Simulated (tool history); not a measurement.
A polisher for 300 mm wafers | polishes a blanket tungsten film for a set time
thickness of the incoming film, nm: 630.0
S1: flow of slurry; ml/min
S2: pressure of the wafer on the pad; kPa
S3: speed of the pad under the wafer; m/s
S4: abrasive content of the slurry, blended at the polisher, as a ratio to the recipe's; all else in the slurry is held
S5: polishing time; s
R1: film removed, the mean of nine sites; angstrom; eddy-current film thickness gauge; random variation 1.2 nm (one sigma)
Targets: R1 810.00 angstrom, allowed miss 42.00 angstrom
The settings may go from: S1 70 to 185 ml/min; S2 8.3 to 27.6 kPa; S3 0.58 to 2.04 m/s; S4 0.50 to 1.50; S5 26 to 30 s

{"run": 1, "hour": 0.0, "S1": 120, "S2": 17.9, "S3": 1.3, "S4": 1.0, "S5": 30, "R1": 1303.0}
{"run": 2, "hour": 1.5, "S1": 120, "S2": 21.4, "S3": 1.3, "S4": 1.0, "S5": 30, "R1": 1421.6}
{"run": 3, "hour": 10.2, "S1": 120, "S2": 18.6, "S3": 1.24, "S4": 1.0, "S5": 30, "R1": 1257.9}
{"run": 4, "hour": 14.7, "S1": 120, "S2": 18.6, "S3": 1.0, "S4": 1.0, "S5": 30, "R1": 1010.8}
{"run": 5, "hour": 23.1, "S1": 95, "S2": 18.6, "S3": 1.0, "S4": 1.0, "S5": 30, "R1": 945.42}
{"run": 6, "hour": 31.5, "S1": 95, "S2": 17.9, "S3": 1.0, "S4": 1.0, "S5": 30, "R1": 964.26}
{"run": 7, "hour": 33.8, "S1": 95, "S2": 17.2, "S3": 0.98, "S4": 1.0, "S5": 30, "R1": 880.79}
{"run": 8, "hour": 41.0, "S1": 90, "S2": 16.5, "S3": 0.98, "S4": 1.0, "S5": 30, "R1": 843.75}

Which of these 4 next moves meets every target?
{"run": "A", "hour": 48.2, "S1": 80, "S2": 24.1, "S3": 0.82, "S4": 1.15, "S5": 26, "R1": "?"}
{"run": "B", "hour": 48.2, "S1": 105, "S2": 14.5, "S3": 1.14, "S4": 1.25, "S5": 29, "R1": "?"}
{"run": "C", "hour": 48.2, "S1": 75, "S2": 17.2, "S3": 1.08, "S4": 1.0, "S5": 30, "R1": "?"}
{"run": "D", "hour": 48.2, "S1": 85, "S2": 15.9, "S3": 1.08, "S4": 1.05, "S5": 30, "R1": "?"}

move=A R1=813.08
move=B R1=964.15
move=C R1=912.74
move=D R1=910.43
A: meets every target
B: further off than the last run
C: further off than the last run
D: further off than the last run
Answer: A

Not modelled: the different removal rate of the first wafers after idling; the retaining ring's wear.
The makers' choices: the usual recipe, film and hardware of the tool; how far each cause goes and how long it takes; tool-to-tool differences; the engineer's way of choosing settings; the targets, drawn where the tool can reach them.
